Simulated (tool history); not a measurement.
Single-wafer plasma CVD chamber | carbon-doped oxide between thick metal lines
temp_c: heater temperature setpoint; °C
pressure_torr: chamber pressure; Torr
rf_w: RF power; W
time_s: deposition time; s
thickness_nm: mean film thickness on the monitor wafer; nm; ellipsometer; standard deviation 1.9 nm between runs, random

| run | hour | temp_c | pressure_torr | rf_w | time_s | thickness_nm |
|---|---|---|---|---|---|---|
| 1 | 0.0 | 360 | 3.65 | 510 | 132 | 653.75 |
| 2 | 3.6 | 358 | 3.83 | 515 | 132 | 666.76 |
| 3 | 4.3 | 358 | 3.83 | 445 | 132 | 587.66 |
| 4 | 5.0 | 358 | 3.41 | 445 | 132 | 578.19 |
| 5 | 10.4 | 358 | 3.41 | 400 | 132 | 517.72 |
| 6 | 18.7 | 356 | 3.72 | 420 | 132 | 553.57 |
| 7 | 27.5 | 356 | 3.72 | 420 | 132 | 554.01 |
| 8 | 36.0 | 355 | 3.95 | 440 | 132 | 589.37 |
| 9 | 41.9 | 353 | 4.17 | 450 | 132 | 609.64 |

Estimate the outcome of run 10 from the log above:
|  | 48.6 | capacitance manometer re-zeroed and calibrated |
| 10 | 48.6 | 352 | 4.35 | 460 | 132 | ? |

Run 10 measured thickness_nm 629.75 nm.
